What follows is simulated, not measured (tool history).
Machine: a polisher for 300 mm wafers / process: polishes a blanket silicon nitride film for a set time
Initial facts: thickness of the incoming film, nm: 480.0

run	hour	flow of slurry (ml/min)	pressure of the wafer on the pad (kPa)	speed of the pad under the wafer (m/s)	polishing time (s)	film removed (Å)
1	0.0	135	31.0	1.24	79	1957.7
2	7.6	135	23.4	1.24	79	1438.8
3	11.5	135	23.4	1.24	79	1509.3
4	20.1	135	23.4	1.24	79	1502.2
5	23.6	135	22.1	1.24	79	1399.4
6	31.2	135	19.3	1.24	79	1192.0
7	37.5	135	18.6	1.24	79	1207.0

The next listed run, before its measurement:
8	40.0	135	17.9	1.24	79	?

film removed (Å): 1119.1

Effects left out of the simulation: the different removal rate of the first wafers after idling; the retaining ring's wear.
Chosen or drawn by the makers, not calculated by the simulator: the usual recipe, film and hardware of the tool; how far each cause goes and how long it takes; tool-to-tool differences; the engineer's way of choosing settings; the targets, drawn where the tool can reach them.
